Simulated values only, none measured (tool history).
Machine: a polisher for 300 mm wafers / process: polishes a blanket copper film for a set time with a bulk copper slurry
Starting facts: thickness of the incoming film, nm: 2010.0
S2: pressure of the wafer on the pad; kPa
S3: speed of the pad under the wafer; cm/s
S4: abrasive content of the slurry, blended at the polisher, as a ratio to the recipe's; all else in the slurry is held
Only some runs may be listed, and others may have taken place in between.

run 1 hour=0 | flow_of_slurry_(ml/min)=215 S2=18.6 S3=136 S4=1 polishing_time_(s)=77 | film_removed_(Å)=11238
run 2 hour=3.5 | flow_of_slurry_(ml/min)=215 S2=17.9 S3=136 S4=1 polishing_time_(s)=77 | film_removed_(Å)=11156
run 3 hour=6.6 | flow_of_slurry_(ml/min)=215 S2=22.1 S3=136 S4=1 polishing_time_(s)=77 | film_removed_(Å)=12357
run 4 hour=14.1 | flow_of_slurry_(ml/min)=215 S2=25.5 S3=136 S4=1 polishing_time_(s)=77 | film_removed_(Å)=13665
run 5 hour=18.1 | flow_of_slurry_(ml/min)=250 S2=25.5 S3=136 S4=1 polishing_time_(s)=77 | film_removed_(Å)=14107
run 6 hour=19.5 | flow_of_slurry_(ml/min)=245 S2=22.8 S3=134 S4=1 polishing_time_(s)=77 | film_removed_(Å)=12890

Forecast run 7:
run 7 hour=20.5 | flow_of_slurry_(ml/min)=235 S2=20.7 S3=132 S4=1 polishing_time_(s)=77 | film_removed_(Å)=?

{"run 7": {"film removed (Å)": 11720}}
